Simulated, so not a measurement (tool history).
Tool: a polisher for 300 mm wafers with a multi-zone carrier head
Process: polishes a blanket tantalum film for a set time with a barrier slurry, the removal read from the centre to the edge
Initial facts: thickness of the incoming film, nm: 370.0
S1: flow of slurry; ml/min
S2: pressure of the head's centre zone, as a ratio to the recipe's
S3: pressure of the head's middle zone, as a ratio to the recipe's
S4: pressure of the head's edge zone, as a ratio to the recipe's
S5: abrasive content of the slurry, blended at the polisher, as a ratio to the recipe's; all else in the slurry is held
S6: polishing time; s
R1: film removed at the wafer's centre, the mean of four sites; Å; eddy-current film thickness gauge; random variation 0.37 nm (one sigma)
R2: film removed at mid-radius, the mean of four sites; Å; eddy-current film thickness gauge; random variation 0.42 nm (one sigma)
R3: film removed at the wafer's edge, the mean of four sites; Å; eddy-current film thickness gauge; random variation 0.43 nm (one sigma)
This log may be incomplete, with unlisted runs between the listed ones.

run  hour   S1    S2    S3    S4    S5  S6      R1      R2      R3
  1     0  140     1     1     1     1  31  613.72  595.12  606.48
  2   4.9  140  0.92     1     1     1  31  558.88  606.12  596.12
  3  13.1  130  0.95  0.96  0.95   0.9  31  556.43  563.93  566.72
  4  16.7  130  0.95  0.96  0.95   0.8  31  541.79  538.44  549.97
  5  17.6  130  0.95  0.96  0.95   0.7  31  526.25  527.44  532.54
  6    24  125  0.98  0.93  0.92  0.65  31  530.69  508.35  509.98
  7  32.1  125  0.98  0.93  0.92  0.65  31  529.12  497.52  512.42
  8  37.3  120     1  0.91  0.91  0.65  31  536.39  481.85  509.67
  9  38.2  115  1.01   0.9  0.89  0.65  31   526.6  475.18  489.75

Forecast run 10:
 10  39.4  115  1.02  0.88  0.89  0.65  31   ?   ?   ?

Run 10 produced R1 542.34 Å, R2 462.85 Å, R3 491.64 Å.
